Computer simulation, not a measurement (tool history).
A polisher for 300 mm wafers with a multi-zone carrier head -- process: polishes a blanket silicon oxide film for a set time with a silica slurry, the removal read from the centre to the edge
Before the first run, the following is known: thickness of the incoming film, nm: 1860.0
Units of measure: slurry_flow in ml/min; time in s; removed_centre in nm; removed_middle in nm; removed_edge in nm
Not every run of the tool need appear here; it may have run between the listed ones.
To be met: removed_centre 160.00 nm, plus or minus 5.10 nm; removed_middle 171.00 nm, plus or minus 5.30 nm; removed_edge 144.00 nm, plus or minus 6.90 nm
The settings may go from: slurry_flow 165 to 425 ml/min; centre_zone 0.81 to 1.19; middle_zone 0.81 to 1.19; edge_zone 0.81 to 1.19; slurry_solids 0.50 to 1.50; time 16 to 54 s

run 1 hour=0.0 | slurry_flow=275 centre_zone=1.00 middle_zone=1.00 edge_zone=1.00 slurry_solids=1.00 time=35 | removed_centre=144.23 removed_middle=135.28 removed_edge=131.79
run 2 hour=3.8 | slurry_flow=285 centre_zone=1.01 middle_zone=1.05 edge_zone=1.01 slurry_solids=1.05 time=35 | removed_centre=149.74 removed_middle=142.97 removed_edge=136.72
run 3 hour=12.5 | slurry_flow=290 centre_zone=1.01 middle_zone=1.09 edge_zone=0.99 slurry_solids=1.10 time=35 | removed_centre=154.05 removed_middle=150.30 removed_edge=136.32
run 4 hour=16.3 | slurry_flow=290 centre_zone=1.01 middle_zone=1.09 edge_zone=0.99 slurry_solids=1.10 time=27 | removed_centre=119.93 removed_middle=117.15 removed_edge=106.43
run 5 hour=19.4 | slurry_flow=290 centre_zone=1.01 middle_zone=1.03 edge_zone=0.99 slurry_solids=1.10 time=27 | removed_centre=121.70 removed_middle=111.32 removed_edge=107.05
run 6 hour=22.2 | slurry_flow=290 centre_zone=1.01 middle_zone=1.03 edge_zone=0.99 slurry_solids=1.10 time=32 | removed_centre=140.40 removed_middle=132.02 removed_edge=127.89
run 7 hour=28.3 | slurry_flow=300 centre_zone=1.01 middle_zone=1.08 edge_zone=0.98 slurry_solids=1.20 time=32 | removed_centre=148.95 removed_middle=144.59 removed_edge=128.48
-- hour=33.8 centre zone pressure recalibrated
run 8 hour=33.8 | slurry_flow=310 centre_zone=1.00 middle_zone=1.11 edge_zone=1.01 slurry_solids=1.25 time=32 | removed_centre=135.58 removed_middle=149.43 removed_edge=135.73
run 9 hour=37.3 | slurry_flow=315 centre_zone=1.02 middle_zone=1.13 edge_zone=1.01 slurry_solids=1.30 time=32 | removed_centre=139.06 removed_middle=152.03 removed_edge=135.59
run 10 hour=41.5 | slurry_flow=315 centre_zone=1.03 middle_zone=1.14 edge_zone=1.00 slurry_solids=1.35 time=32 | removed_centre=145.60 removed_middle=158.55 removed_edge=139.33
run 11 hour=43.9 | slurry_flow=315 centre_zone=1.04 middle_zone=1.15 edge_zone=0.99 slurry_solids=1.40 time=32 | removed_centre=148.39 removed_middle=160.94 removed_edge=137.59

Pick the move, out of 5, that brings all results within their allowed miss; only one does.
run A hour=46.3 | slurry_flow=335 centre_zone=1.06 middle_zone=1.03 edge_zone=1.13 slurry_solids=1.15 time=37 | removed_centre=? removed_middle=? removed_edge=?
run B hour=46.3 | slurry_flow=305 centre_zone=1.05 middle_zone=1.15 edge_zone=0.95 slurry_solids=1.50 time=33 | removed_centre=? removed_middle=? removed_edge=?
run C hour=46.3 | slurry_flow=305 centre_zone=1.03 middle_zone=1.19 edge_zone=0.82 slurry_solids=1.30 time=32 | removed_centre=? removed_middle=? removed_edge=?
run D hour=46.3 | slurry_flow=370 centre_zone=1.11 middle_zone=1.16 edge_zone=0.91 slurry_solids=1.45 time=31 | removed_centre=? removed_middle=? removed_edge=?
run E hour=46.3 | slurry_flow=365 centre_zone=1.00 middle_zone=1.15 edge_zone=1.02 slurry_solids=1.45 time=33 | removed_centre=? removed_middle=? removed_edge=?

move=A removed_centre=163.61 removed_middle=154.00 removed_edge=159.29
move=B removed_centre=159.44 removed_middle=166.54 removed_edge=143.97
move=C removed_centre=143.57 removed_middle=157.48 removed_edge=123.52
move=D removed_centre=159.30 removed_middle=158.19 removed_edge=132.54
move=E removed_centre=152.47 removed_middle=167.04 removed_edge=148.84
A: brings the last run's worst result on target, with another outside its allowed miss
B: every result within its allowed miss
C: further off than the last run
D: brings the last run's worst result on target, with another outside its allowed miss
E: an improvement on the last run, though not all results are within tolerance
Answer: B
